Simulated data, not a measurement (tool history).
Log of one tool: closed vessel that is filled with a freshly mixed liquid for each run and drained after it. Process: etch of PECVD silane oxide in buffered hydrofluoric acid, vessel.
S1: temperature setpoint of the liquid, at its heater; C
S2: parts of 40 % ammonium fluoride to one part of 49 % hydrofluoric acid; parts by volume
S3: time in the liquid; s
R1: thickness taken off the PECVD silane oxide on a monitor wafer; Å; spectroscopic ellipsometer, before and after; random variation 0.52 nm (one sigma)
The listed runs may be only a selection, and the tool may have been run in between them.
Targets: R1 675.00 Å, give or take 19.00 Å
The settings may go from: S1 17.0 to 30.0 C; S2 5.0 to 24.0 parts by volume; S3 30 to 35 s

run	hour	S1	S2	S3	R1
1	0.0	22.0	14.5	35	757.96
2	8.2	23.5	14.5	35	844.97
3	9.7	23.0	14.5	35	809.47
4	15.3	23.0	18.5	35	636.96
5	18.5	23.0	20.5	35	582.46
6	20.1	21.0	20.5	35	525.25
7	21.0	22.0	20.5	35	555.42
8	28.1	22.5	20.5	35	563.55

Consider the 5 candidate settings below. Which is the only one whose results all fall within their allowed miss of target?
A	35.2	22.5	17.0	35	?
B	35.2	22.0	22.0	30	?
C	35.2	21.0	12.5	30	?
D	35.2	23.5	21.5	30	?
E	35.2	17.0	13.5	35	?

move	R1
A	668.46
B	444.60
C	713.23
D	490.70
E	615.75
A: every result lands within tolerance
B: lands further from the targets than the last run did
C: takes the biggest miss from the last run beyond its target
D: lands further from the targets than the last run did
E: gains on the last run, yet a result remains outside its allowed miss
A is the move that brings every result within its allowed miss.

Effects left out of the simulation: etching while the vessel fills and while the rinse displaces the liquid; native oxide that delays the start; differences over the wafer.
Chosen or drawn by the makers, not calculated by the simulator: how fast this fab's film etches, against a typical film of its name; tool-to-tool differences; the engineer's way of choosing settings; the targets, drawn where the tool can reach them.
